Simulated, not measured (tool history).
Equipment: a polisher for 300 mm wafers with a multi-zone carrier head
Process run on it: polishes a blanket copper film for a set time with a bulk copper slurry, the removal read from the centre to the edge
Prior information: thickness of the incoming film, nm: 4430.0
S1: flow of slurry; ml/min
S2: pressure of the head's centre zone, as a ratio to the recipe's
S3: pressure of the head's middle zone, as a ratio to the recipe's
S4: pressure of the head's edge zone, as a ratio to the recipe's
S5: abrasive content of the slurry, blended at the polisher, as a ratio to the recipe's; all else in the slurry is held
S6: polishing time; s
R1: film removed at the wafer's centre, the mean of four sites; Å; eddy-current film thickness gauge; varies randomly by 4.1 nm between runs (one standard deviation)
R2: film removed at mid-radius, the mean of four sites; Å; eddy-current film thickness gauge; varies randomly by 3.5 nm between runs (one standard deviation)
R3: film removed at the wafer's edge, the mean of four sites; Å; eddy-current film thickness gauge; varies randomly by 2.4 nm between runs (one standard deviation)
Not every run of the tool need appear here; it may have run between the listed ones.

| run | day | S1 | S2 | S3 | S4 | S5 | S6 | R1 | R2 | R3 |
|---|---|---|---|---|---|---|---|---|---|---|
| 1 | 0 | 315 | 1 | 1 | 1 | 1 | 53 | 6345.6 | 6096.7 | 6239.1 |
| 2 | 0.162 | 315 | 1 | 1 | 1 | 1 | 65 | 7971.7 | 7435.8 | 7496.8 |
| 3 | 0.375 | 310 | 0.98 | 1.03 | 0.96 | 0.9 | 55 | 6171.9 | 6388.3 | 6105.2 |
| 4 | 0.658 | 310 | 1.07 | 1.03 | 0.96 | 0.9 | 55 | 6748.9 | 6307.9 | 6078.8 |
| 5 | 0.817 | 310 | 1.07 | 1.03 | 0.96 | 0.75 | 55 | 6639.8 | 5932.7 | 5832.9 |
| 6 | 0.988 | 375 | 1.07 | 1.03 | 0.96 | 0.75 | 55 | 6531.5 | 6123.9 | 5913.5 |
| 7 | 1.329 | 385 | 1.04 | 1.04 | 0.93 | 0.7 | 48 | 5520.1 | 5335.6 | 5014.7 |
| 8 | 1.621 | 340 | 0.94 | 1.07 | 0.83 | 0.5 | 33 | 3088.7 | 3399.2 | 2956.3 |

For run 9, what comes out?
| 9 | 1.817 | 355 | 0.93 | 1.08 | 0.86 | 0.5 | 33 | ? | ? | ? |

R1: 3106.9 Å
R2: 3468.3 Å
R3: 3072.1 Å
